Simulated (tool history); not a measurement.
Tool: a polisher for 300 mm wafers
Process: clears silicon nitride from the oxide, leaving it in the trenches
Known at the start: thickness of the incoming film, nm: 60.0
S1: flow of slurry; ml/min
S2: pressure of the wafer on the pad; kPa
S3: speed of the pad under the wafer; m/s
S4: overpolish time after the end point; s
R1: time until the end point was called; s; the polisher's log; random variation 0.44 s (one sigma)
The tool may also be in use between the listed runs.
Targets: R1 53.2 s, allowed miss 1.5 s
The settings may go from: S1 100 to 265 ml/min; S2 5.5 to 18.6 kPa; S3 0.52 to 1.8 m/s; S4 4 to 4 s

run	hour	S1	S2	S3	S4	R1
1	0	170	11.7	1.16	4	78.532
2	0.6	175	12.4	1.16	4	75.089
3	8.4	175	13.1	1.16	4	70.856
4	11.3	175	13.1	1.44	4	58.054
5	15.8	175	10.3	1.44	4	69.88
6	19.1	175	10.3	1.44	4	71.277
7	21.4	175	11	1.44	4	66.862
8	22	185	12.4	1.44	4	60.462
9	24.6	185	13.1	1.44	4	56.974
10	32.1	190	13.1	1.44	4	57.906

4 next moves are on the table. One of them brings every result within its allowed miss. Which?
A	39.6	225	15.2	1.32	4	?
B	39.6	155	13.1	1.48	4	?
C	39.6	180	15.9	1.42	4	?
D	39.6	150	15.2	1.32	4	?

move	R1
A	52.784
B	57.041
C	48.897
D	55.814
A: meets every target
B: nearer than the last run, and not there yet
C: takes the result that was furthest off past its target
D: nearer than the last run, and not there yet
Move A is the one to make.

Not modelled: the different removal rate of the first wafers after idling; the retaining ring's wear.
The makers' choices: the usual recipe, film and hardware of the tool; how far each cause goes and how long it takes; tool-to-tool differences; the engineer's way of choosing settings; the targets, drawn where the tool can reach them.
